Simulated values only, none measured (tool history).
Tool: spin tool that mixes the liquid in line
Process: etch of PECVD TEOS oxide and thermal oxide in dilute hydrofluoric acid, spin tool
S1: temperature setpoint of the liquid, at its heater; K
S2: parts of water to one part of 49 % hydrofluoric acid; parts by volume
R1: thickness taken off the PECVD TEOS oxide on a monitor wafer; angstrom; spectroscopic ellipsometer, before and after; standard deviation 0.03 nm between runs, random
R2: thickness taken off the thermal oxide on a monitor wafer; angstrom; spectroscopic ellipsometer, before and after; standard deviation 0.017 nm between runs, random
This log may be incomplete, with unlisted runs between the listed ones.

Run 1, hour 0: S1 296.15 K, S2 100 parts by volume, time under the liquid (s) 155. Result: R1 152.28 angstrom, R2 67.337 angstrom.
Run 2, hour 4.8: S1 296.15 K, S2 100 parts by volume, time under the liquid (s) 100. Result: R1 98.881 angstrom, R2 42.55 angstrom.
Run 3, hour 9.4: S1 298.15 K, S2 100 parts by volume, time under the liquid (s) 100. Result: R1 106.46 angstrom, R2 46.148 angstrom.
Run 4, hour 15.6: S1 300.15 K, S2 100 parts by volume, time under the liquid (s) 100. Result: R1 114.11 angstrom, R2 49.842 angstrom.
Run 5, hour 20.8: S1 297.65 K, S2 100 parts by volume, time under the liquid (s) 100. Result: R1 105.16 angstrom, R2 44.971 angstrom.
Run 6, hour 22.3: S1 296.65 K, S2 110 parts by volume, time under the liquid (s) 100. Result: R1 89.551 angstrom, R2 39.392 angstrom.
Run 7, hour 26.8: S1 295.65 K, S2 115 parts by volume, time under the liquid (s) 100. Result: R1 82.38 angstrom, R2 35.988 angstrom.
Run 8, hour 35.3: S1 294.65 K, S2 120 parts by volume, time under the liquid (s) 100. Result: R1 75.034 angstrom, R2 33.043 angstrom.

Predict the results of run 9:
Run 9, hour 38.5: S1 294.15 K, S2 125 parts by volume, time under the liquid (s) 100. Result: R1 ?, R2 ?.

{"run 9": {"R1": 70.764, "R2": 30.526}}

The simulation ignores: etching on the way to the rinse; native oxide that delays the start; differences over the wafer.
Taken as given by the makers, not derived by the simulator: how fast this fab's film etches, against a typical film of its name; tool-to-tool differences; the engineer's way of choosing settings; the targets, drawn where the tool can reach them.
